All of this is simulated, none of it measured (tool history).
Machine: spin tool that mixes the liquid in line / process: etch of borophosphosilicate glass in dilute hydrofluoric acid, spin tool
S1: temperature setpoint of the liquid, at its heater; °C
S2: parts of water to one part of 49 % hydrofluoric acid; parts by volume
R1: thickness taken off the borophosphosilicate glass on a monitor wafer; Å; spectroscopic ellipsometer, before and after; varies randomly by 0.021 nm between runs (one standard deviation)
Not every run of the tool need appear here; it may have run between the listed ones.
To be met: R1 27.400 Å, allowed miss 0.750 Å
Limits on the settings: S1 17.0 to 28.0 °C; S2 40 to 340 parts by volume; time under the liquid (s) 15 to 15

Run 1, day 0.000: S1 20.0 °C, S2 190 parts by volume, time under the liquid (s) 15. Result: R1 33.636 Å.
Run 2, day 0.171: S1 20.0 °C, S2 190 parts by volume, time under the liquid (s) 15. Result: R1 33.517 Å.
Run 3, day 0.442: S1 20.0 °C, S2 190 parts by volume, time under the liquid (s) 15. Result: R1 33.794 Å.
Run 4, day 0.588: S1 20.0 °C, S2 130 parts by volume, time under the liquid (s) 15. Result: R1 52.877 Å.
Run 5, day 0.671: S1 20.0 °C, S2 130 parts by volume, time under the liquid (s) 15. Result: R1 52.131 Å.
Run 6, day 0.971: S1 19.5 °C, S2 150 parts by volume, time under the liquid (s) 15. Result: R1 43.391 Å.
Run 7, day 1.200: S1 19.0 °C, S2 160 parts by volume, time under the liquid (s) 15. Result: R1 39.469 Å.
Run 8, day 1.529: S1 18.5 °C, S2 170 parts by volume, time under the liquid (s) 15. Result: R1 36.201 Å.
Run 9, day 1.700: S1 18.0 °C, S2 175 parts by volume, time under the liquid (s) 15. Result: R1 34.392 Å.
Run 10, day 2.054: S1 18.0 °C, S2 180 parts by volume, time under the liquid (s) 15. Result: R1 32.576 Å.
Run 11, day 2.408: S1 18.0 °C, S2 185 parts by volume, time under the liquid (s) 15. Result: R1 32.102 Å.
Run 12, day 2.442: S1 18.0 °C, S2 185 parts by volume, time under the liquid (s) 15. Result: R1 31.816 Å.

4 next moves are on the table. One of them brings every result within its allowed miss. Which?
Run A, day 2.475: S1 18.0 °C, S2 190 parts by volume, time under the liquid (s) 15. Result: R1 ?.
Run B, day 2.475: S1 17.5 °C, S2 195 parts by volume, time under the liquid (s) 15. Result: R1 ?.
Run C, day 2.475: S1 19.5 °C, S2 220 parts by volume, time under the liquid (s) 15. Result: R1 ?.
Run D, day 2.475: S1 17.0 °C, S2 190 parts by volume, time under the liquid (s) 15. Result: R1 ?.

move      R1
   A  31.139
   B  29.604
   C  27.714
   D  29.921
A: closer than the last run, but not yet in spec
B: closer than the last run, but not yet in spec
C: all results land within tolerance of their targets
D: closer than the last run, but not yet in spec
So the answer is move C, the one that meets all the targets.
